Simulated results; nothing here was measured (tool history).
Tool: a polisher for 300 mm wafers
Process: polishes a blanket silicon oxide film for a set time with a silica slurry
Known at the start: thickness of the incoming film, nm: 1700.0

run,hour,flow of slurry (ml/min),pressure of the wafer on the pad (kPa),speed of the pad under the wafer (m/s),abrasive content of the slurry,polishing time (s),film removed (angstrom)
1,0.0,250,31.0,1.06,1.00,35,866.62
2,8.8,215,31.0,1.06,1.00,35,852.14
3,16.9,215,31.0,0.94,1.00,35,788.36
4,23.1,215,37.2,0.94,1.00,35,929.38
5,24.5,215,37.2,0.94,1.15,35,1007.40
6,27.9,215,37.2,0.94,0.95,35,915.29
7,29.7,210,36.5,0.94,0.95,35,892.43
8,37.6,210,36.5,0.94,0.95,35,887.52
9,46.1,205,35.9,0.94,0.95,35,866.00

Run 10 comes next. What will it give?
10,53.3,195,35.9,0.94,0.95,35,?

film removed (angstrom): 862.23
